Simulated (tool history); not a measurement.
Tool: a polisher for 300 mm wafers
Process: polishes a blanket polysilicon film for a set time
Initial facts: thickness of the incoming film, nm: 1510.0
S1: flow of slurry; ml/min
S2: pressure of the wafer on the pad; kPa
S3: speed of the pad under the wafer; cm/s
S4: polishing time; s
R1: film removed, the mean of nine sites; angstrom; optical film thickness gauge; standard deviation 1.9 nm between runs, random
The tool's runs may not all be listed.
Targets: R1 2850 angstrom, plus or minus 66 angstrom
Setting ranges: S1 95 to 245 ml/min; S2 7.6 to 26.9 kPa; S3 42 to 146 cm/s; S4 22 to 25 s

run,day,S1,S2,S3,S4,R1
1,0,155,17.2,94,25,2108.1
2,0.258,155,17.2,78,25,1820.9
3,0.412,165,18.6,78,25,1997.6
4,0.525,190,18.6,78,25,2028.8
5,0.788,190,15.2,78,25,1655.2
6,1.062,195,16.5,78,25,1796.6
7,1.408,195,17.9,78,25,1955.2
8,1.45,225,22.8,78,25,2524.7

Which of these 5 next moves meets every target?
A,1.492,215,24.1,92,25,?
B,1.492,225,26.9,62,23,?
C,1.492,195,24.8,90,23,?
D,1.492,205,25.5,96,22,?
E,1.492,235,23.4,94,25,?

move,R1
A,2996.3
B,2351.6
C,2758.6
D,2856.9
E,2986.6
A: pushes the last run's worst result past its target
B: the biggest miss grows against the last run
C: moves toward the targets from the last run without getting all of them in spec
D: hits every target within its allowed miss
E: pushes the last run's worst result past its target
D is the move that brings every result within its allowed miss.

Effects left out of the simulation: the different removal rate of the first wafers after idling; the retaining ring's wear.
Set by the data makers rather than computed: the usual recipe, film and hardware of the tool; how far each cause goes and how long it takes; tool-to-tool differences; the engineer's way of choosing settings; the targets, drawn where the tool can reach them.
